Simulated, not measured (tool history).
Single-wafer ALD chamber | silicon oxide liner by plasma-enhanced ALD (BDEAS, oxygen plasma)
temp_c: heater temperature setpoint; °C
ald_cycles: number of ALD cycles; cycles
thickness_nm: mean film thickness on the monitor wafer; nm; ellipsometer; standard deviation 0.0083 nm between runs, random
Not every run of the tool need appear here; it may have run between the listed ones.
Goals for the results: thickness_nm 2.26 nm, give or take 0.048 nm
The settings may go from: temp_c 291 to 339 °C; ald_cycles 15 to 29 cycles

run 1 hour=0 | temp_c=315 ald_cycles=22 | thickness_nm=1.8897
run 2 hour=1 | temp_c=315 ald_cycles=23 | thickness_nm=1.9775
run 3 hour=3.4 | temp_c=311 ald_cycles=23 | thickness_nm=1.9837
run 4 hour=12.4 | temp_c=311 ald_cycles=25 | thickness_nm=2.1528
run 5 hour=14.7 | temp_c=311 ald_cycles=23 | thickness_nm=1.9972
run 6 hour=21 | temp_c=311 ald_cycles=21 | thickness_nm=1.8132
run 7 hour=21.9 | temp_c=311 ald_cycles=22 | thickness_nm=1.9059
run 8 hour=28.8 | temp_c=311 ald_cycles=23 | thickness_nm=1.9761
run 9 hour=31.4 | temp_c=311 ald_cycles=24 | thickness_nm=2.072

4 next moves are on the table. One of them brings every result within its allowed miss. Which?
run A hour=34 | temp_c=318 ald_cycles=25 | thickness_nm=?
run B hour=34 | temp_c=309 ald_cycles=26 | thickness_nm=?
run C hour=34 | temp_c=296 ald_cycles=24 | thickness_nm=?
run D hour=34 | temp_c=312 ald_cycles=21 | thickness_nm=?

move=A thickness_nm=2.1303
move=B thickness_nm=2.2481
move=C thickness_nm=2.1502
move=D thickness_nm=1.807
A: moves toward the targets from the last run without getting all of them in spec
B: every result within its allowed miss
C: moves toward the targets from the last run without getting all of them in spec
D: lands further from the targets than the last run did
So the answer is move B, the one that meets all the targets.
